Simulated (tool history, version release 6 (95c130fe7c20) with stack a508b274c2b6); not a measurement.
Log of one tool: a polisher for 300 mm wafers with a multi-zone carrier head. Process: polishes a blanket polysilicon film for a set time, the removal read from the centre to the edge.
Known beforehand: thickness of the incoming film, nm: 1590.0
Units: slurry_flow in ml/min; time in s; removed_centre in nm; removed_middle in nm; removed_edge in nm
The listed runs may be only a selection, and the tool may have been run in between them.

run 1 hour=0 | slurry_flow=230 centre_zone=1 middle_zone=1 edge_zone=1 time=87 | removed_centre=458.17 removed_middle=438.68 removed_edge=461.14
run 2 hour=2.8 | slurry_flow=230 centre_zone=1.08 middle_zone=1 edge_zone=1 time=87 | removed_centre=501.18 removed_middle=439.09 removed_edge=457.58
run 3 hour=7.7 | slurry_flow=230 centre_zone=1.08 middle_zone=1 edge_zone=1 time=108 | removed_centre=610.7 removed_middle=556.91 removed_edge=562.95
run 4 hour=14.8 | slurry_flow=230 centre_zone=1.08 middle_zone=1 edge_zone=0.93 time=108 | removed_centre=611.41 removed_middle=560.15 removed_edge=546.39
run 5 hour=18.9 | slurry_flow=230 centre_zone=1.08 middle_zone=1 edge_zone=0.93 time=96 | removed_centre=541.56 removed_middle=499.02 removed_edge=496.63
run 6 hour=27.3 | slurry_flow=230 centre_zone=1.08 middle_zone=1.01 edge_zone=0.92 time=86 | removed_centre=491.35 removed_middle=434.85 removed_edge=435.18
run 7 hour=35.5 | slurry_flow=225 centre_zone=1.06 middle_zone=1.02 edge_zone=0.91 time=80 | removed_centre=443.49 removed_middle=402.26 removed_edge=402.32

Estimate the outcome of run 8 from the log above:
run 8 hour=40.6 | slurry_flow=230 centre_zone=1 middle_zone=1.04 edge_zone=0.82 time=56 | removed_centre=? removed_middle=? removed_edge=?

removed_centre: 294.68 nm
removed_middle: 290.58 nm
removed_edge: 271.15 nm
